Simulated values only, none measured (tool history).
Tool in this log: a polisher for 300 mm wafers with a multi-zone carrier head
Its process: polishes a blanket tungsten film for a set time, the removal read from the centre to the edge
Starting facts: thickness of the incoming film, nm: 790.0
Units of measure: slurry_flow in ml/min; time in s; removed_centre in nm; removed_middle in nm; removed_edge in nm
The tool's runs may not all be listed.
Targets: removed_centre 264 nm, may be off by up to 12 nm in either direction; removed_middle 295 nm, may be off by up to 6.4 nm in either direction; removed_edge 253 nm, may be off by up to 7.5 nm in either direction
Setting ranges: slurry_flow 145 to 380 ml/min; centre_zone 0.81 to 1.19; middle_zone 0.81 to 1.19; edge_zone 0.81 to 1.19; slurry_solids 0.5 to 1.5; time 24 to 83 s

run	hour	slurry_flow	centre_zone	middle_zone	edge_zone	slurry_solids	time	removed_centre	removed_middle	removed_edge
1	0	245	1	1	1	1	53	306.82	313.61	312.83
2	2	245	1.04	1	1	1	53	324	311.28	314.59
3	6	245	1.04	1	1	1.15	53	331.65	320.45	319.81
4	11.4	245	1.04	1	1	1.3	53	346.24	335.31	328.94
5	13.9	245	1.04	1	1	1.25	53	343.49	333.98	328.38
6	22.8	245	1.04	0.92	1	1.25	53	343.59	310.37	326.71
7	28.8	235	0.94	1.02	0.9	1	51	289.51	302.95	286.43
8	31.4	230	0.93	1.05	0.87	0.9	50	275.99	295.54	265.22

Pick the move, out of 5, that brings all results within their allowed miss; only one does.
A	34	340	1.08	1.1	0.82	0.6	50	?	?	?
B	34	235	0.95	0.95	0.81	0.95	54	?	?	?
C	34	240	0.92	1.09	0.84	0.95	47	?	?	?
D	34	165	1.01	0.93	0.84	0.85	58	?	?	?
E	34	275	0.85	1.06	0.85	0.6	56	?	?	?

move	removed_centre	removed_middle	removed_edge
A	288.7	287.26	240.17
B	312.57	300.15	285.41
C	267.47	294.11	251.98
D	324.54	295.67	293.46
E	272.04	306.45	269.39
A: takes the biggest miss from the last run beyond its target
B: the biggest miss grows against the last run
C: meets every target
D: the biggest miss grows against the last run
E: the biggest miss grows against the last run
Move C is the one to make.
